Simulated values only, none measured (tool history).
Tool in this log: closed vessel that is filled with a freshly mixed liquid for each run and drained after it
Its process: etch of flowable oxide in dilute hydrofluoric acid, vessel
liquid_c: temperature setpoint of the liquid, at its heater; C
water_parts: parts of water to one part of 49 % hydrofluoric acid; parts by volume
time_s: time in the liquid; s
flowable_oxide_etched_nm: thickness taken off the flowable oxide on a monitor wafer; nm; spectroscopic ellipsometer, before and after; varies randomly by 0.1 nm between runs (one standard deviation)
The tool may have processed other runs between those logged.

run  hour  liquid_c  water_parts  time_s  flowable_oxide_etched_nm
  1     0        25          180     110                    14.002
  2   5.3      28.5          180     110                    15.531
  3     7      27.5          180     110                    15.017
  4  14.3      27.5          180     115                    15.833
  5  18.2      27.5          180     110                    14.944
  6  21.3      27.5          180     110                    15.095
  7  23.8      26.5          180     110                    14.577
  8  27.9      25.5          180     110                    13.743
  9  34.8        25          180     110                    13.871
 10  36.8      24.5          180     110                    13.589

Run 11 has not been measured yet. What should we expect?
 11  42.6        24          180     110                         ?

{"run 11": {"flowable_oxide_etched_nm": 13.22}}
